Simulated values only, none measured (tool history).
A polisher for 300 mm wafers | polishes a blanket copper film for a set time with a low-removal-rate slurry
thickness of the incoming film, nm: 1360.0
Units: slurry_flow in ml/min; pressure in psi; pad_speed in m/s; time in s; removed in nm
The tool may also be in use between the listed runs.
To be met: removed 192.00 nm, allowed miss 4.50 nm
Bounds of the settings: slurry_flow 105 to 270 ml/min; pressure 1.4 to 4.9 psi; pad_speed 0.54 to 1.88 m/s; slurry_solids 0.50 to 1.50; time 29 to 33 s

run 1 hour=0.0 | slurry_flow=175 pressure=3.1 pad_speed=1.20 slurry_solids=1.00 time=33 | removed=141.50
run 2 hour=8.6 | slurry_flow=180 pressure=3.2 pad_speed=1.20 slurry_solids=1.00 time=33 | removed=145.14
run 3 hour=12.3 | slurry_flow=180 pressure=3.7 pad_speed=1.20 slurry_solids=1.00 time=33 | removed=165.51
run 4 hour=15.9 | slurry_flow=180 pressure=3.7 pad_speed=1.20 slurry_solids=1.00 time=29 | removed=144.34
run 5 hour=22.5 | slurry_flow=180 pressure=3.7 pad_speed=1.20 slurry_solids=1.00 time=29 | removed=146.15
run 6 hour=24.6 | slurry_flow=180 pressure=4.2 pad_speed=1.20 slurry_solids=1.00 time=29 | removed=165.68
run 7 hour=29.1 | slurry_flow=185 pressure=4.3 pad_speed=1.20 slurry_solids=1.00 time=29 | removed=165.21
run 8 hour=32.1 | slurry_flow=185 pressure=4.4 pad_speed=1.20 slurry_solids=1.00 time=29 | removed=172.55
run 9 hour=36.3 | slurry_flow=185 pressure=4.5 pad_speed=1.20 slurry_solids=1.00 time=29 | removed=174.48
run 10 hour=41.8 | slurry_flow=185 pressure=4.6 pad_speed=1.20 slurry_solids=1.00 time=29 | removed=177.72
run 11 hour=48.4 | slurry_flow=185 pressure=4.7 pad_speed=1.20 slurry_solids=1.00 time=29 | removed=181.55
run 12 hour=53.3 | slurry_flow=190 pressure=4.8 pad_speed=1.20 slurry_solids=1.00 time=29 | removed=183.58

4 next moves are on the table. One of them brings every result within its allowed miss. Which?
run A hour=58.2 | slurry_flow=180 pressure=4.9 pad_speed=1.08 slurry_solids=0.95 time=33 | removed=?
run B hour=58.2 | slurry_flow=195 pressure=4.7 pad_speed=1.12 slurry_solids=1.05 time=29 | removed=?
run C hour=58.2 | slurry_flow=250 pressure=4.5 pad_speed=1.00 slurry_solids=1.30 time=31 | removed=?
run D hour=58.2 | slurry_flow=190 pressure=4.1 pad_speed=1.28 slurry_solids=1.05 time=29 | removed=?

move=A removed=192.22
move=B removed=174.56
move=C removed=175.52
move=D removed=174.84
A: meets every target
B: further off than the last run
C: further off than the last run
D: further off than the last run
Move A is the one to make.
